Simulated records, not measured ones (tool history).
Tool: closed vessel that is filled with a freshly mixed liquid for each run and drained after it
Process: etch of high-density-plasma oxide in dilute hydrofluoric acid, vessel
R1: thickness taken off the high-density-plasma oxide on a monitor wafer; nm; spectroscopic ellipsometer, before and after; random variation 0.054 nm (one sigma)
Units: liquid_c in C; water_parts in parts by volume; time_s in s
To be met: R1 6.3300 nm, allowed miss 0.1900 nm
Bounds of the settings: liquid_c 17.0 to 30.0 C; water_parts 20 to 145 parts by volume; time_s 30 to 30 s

{"run": 1, "day": 0.0, "liquid_c": 22.0, "water_parts": 80, "time_s": 30, "R1": 2.3124}
{"run": 2, "day": 0.088, "liquid_c": 23.0, "water_parts": 70, "time_s": 30, "R1": 2.8027}
{"run": 3, "day": 0.433, "liquid_c": 24.0, "water_parts": 65, "time_s": 30, "R1": 3.1855}
{"run": 4, "day": 0.754, "liquid_c": 25.0, "water_parts": 60, "time_s": 30, "R1": 3.6394}
{"run": 5, "day": 1.033, "liquid_c": 26.0, "water_parts": 55, "time_s": 30, "R1": 4.1435}
{"run": 6, "day": 1.321, "liquid_c": 26.5, "water_parts": 55, "time_s": 30, "R1": 4.2201}
{"run": 7, "day": 1.458, "liquid_c": 30.0, "water_parts": 30, "time_s": 30, "R1": 9.3238}
{"run": 8, "day": 1.642, "liquid_c": 29.0, "water_parts": 30, "time_s": 30, "R1": 8.8198}
{"run": 9, "day": 1.812, "liquid_c": 28.0, "water_parts": 30, "time_s": 30, "R1": 8.4829}
{"run": 10, "day": 2.075, "liquid_c": 27.0, "water_parts": 30, "time_s": 30, "R1": 8.3065}

Which of these 5 next moves meets every target?
{"run": "A", "day": 2.338, "liquid_c": 23.0, "water_parts": 20, "time_s": 30, "R1": "?"}
{"run": "B", "day": 2.338, "liquid_c": 28.0, "water_parts": 40, "time_s": 30, "R1": "?"}
{"run": "C", "day": 2.338, "liquid_c": 27.0, "water_parts": 25, "time_s": 30, "R1": "?"}
{"run": "D", "day": 2.338, "liquid_c": 29.0, "water_parts": 35, "time_s": 30, "R1": "?"}
{"run": "E", "day": 2.338, "liquid_c": 27.0, "water_parts": 20, "time_s": 30, "R1": "?"}

move=A R1=10.4680
move=B R1=6.2590
move=C R1=9.8305
move=D R1=7.5027
move=E R1=12.3800
A: further off than the last run
B: meets every target
C: further off than the last run
D: nearer than the last run, and not there yet
E: further off than the last run
The right move is B.

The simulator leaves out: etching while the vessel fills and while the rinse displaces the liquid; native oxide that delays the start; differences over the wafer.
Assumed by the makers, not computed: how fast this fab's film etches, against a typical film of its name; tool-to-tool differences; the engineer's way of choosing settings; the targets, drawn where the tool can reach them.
